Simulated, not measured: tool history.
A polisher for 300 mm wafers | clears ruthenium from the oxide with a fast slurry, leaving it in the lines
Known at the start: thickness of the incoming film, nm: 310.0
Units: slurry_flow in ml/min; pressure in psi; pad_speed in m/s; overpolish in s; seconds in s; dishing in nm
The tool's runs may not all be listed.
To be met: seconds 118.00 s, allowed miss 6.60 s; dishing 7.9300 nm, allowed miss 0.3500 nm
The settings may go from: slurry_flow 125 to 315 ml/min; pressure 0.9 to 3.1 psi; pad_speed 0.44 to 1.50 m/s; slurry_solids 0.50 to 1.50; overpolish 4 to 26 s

run 1 hour=0.0 | slurry_flow=205 pressure=2.0 pad_speed=0.96 slurry_solids=1.00 overpolish=13 | seconds=118.20 dishing=24.1980
run 2 hour=1.8 | slurry_flow=205 pressure=1.9 pad_speed=0.94 slurry_solids=1.00 overpolish=11 | seconds=126.71 dishing=19.5590
run 3 hour=8.3 | slurry_flow=210 pressure=1.8 pad_speed=0.96 slurry_solids=1.00 overpolish=9 | seconds=130.20 dishing=15.8220
run 4 hour=14.7 | slurry_flow=210 pressure=1.8 pad_speed=0.96 slurry_solids=1.15 overpolish=9 | seconds=123.41 dishing=16.4040
run 5 hour=17.9 | slurry_flow=210 pressure=1.8 pad_speed=0.96 slurry_solids=1.15 overpolish=7 | seconds=121.03 dishing=13.1810
run 6 hour=26.6 | slurry_flow=210 pressure=1.8 pad_speed=0.96 slurry_solids=1.15 overpolish=5 | seconds=123.34 dishing=9.6074
run 7 hour=35.7 | slurry_flow=195 pressure=1.9 pad_speed=0.94 slurry_solids=1.20 overpolish=5 | seconds=119.47 dishing=9.8815
run 8 hour=44.2 | slurry_flow=180 pressure=1.9 pad_speed=0.92 slurry_solids=1.25 overpolish=5 | seconds=122.19 dishing=9.6353
run 9 hour=49.2 | slurry_flow=125 pressure=1.7 pad_speed=0.90 slurry_solids=1.50 overpolish=4 | seconds=138.74 dishing=7.0786
run 10 hour=54.5 | slurry_flow=125 pressure=1.8 pad_speed=0.90 slurry_solids=1.50 overpolish=4 | seconds=130.25 dishing=7.2393
run 11 hour=59.3 | slurry_flow=130 pressure=1.8 pad_speed=0.90 slurry_solids=1.50 overpolish=4 | seconds=127.50 dishing=7.1387
run 12 hour=60.5 | slurry_flow=140 pressure=2.0 pad_speed=0.90 slurry_solids=1.50 overpolish=5 | seconds=114.64 dishing=10.1220
run 13 hour=67.5 | slurry_flow=135 pressure=1.9 pad_speed=0.94 slurry_solids=1.45 overpolish=5 | seconds=117.98 dishing=9.9344
run 14 hour=74.7 | slurry_flow=155 pressure=1.8 pad_speed=0.94 slurry_solids=1.45 overpolish=5 | seconds=118.45 dishing=9.6428

Which of these 4 next moves meets every target?
run A hour=81.9 | slurry_flow=125 pressure=2.0 pad_speed=0.90 slurry_solids=1.50 overpolish=4 | seconds=? dishing=?
run B hour=81.9 | slurry_flow=165 pressure=1.6 pad_speed=0.94 slurry_solids=1.40 overpolish=4 | seconds=? dishing=?
run C hour=81.9 | slurry_flow=200 pressure=1.6 pad_speed=0.92 slurry_solids=1.45 overpolish=5 | seconds=? dishing=?
run D hour=81.9 | slurry_flow=170 pressure=2.0 pad_speed=0.98 slurry_solids=1.45 overpolish=4 | seconds=? dishing=?

move=A seconds=120.18 dishing=7.9220
move=B seconds=136.53 dishing=6.9969
move=C seconds=134.40 dishing=8.8251
move=D seconds=106.73 dishing=8.8885
A: meets every target
B: takes the result that was furthest off past its target
C: nearer than the last run, and not there yet
D: nearer than the last run, and not there yet
Answer: A
